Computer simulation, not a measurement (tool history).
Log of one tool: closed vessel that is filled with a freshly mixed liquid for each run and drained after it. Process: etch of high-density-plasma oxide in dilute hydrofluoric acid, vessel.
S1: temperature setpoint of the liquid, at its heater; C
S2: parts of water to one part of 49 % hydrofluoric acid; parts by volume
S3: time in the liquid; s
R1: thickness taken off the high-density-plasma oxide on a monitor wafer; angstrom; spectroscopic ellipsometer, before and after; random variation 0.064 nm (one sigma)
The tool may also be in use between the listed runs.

Run 1, day 0: S1 20 C, S2 220 parts by volume, S3 650 s. Result: R1 123.09 angstrom.
Run 2, day 0.15: S1 21 C, S2 220 parts by volume, S3 650 s. Result: R1 128.27 angstrom.
Run 3, day 0.521: S1 21.5 C, S2 220 parts by volume, S3 650 s. Result: R1 131.34 angstrom.
Run 4, day 0.817: S1 21.5 C, S2 260 parts by volume, S3 650 s. Result: R1 106.66 angstrom.
Run 5, day 0.862: S1 23 C, S2 260 parts by volume, S3 650 s. Result: R1 111.64 angstrom.
Run 6, day 0.971: S1 23 C, S2 260 parts by volume, S3 650 s. Result: R1 112.08 angstrom.
Run 7, day 1.142: S1 24 C, S2 260 parts by volume, S3 650 s. Result: R1 115.61 angstrom.

The next listed run, before its measurement:
Run 8, day 1.429: S1 25 C, S2 255 parts by volume, S3 650 s. Result: R1 ?.

R1: 122.92 angstrom
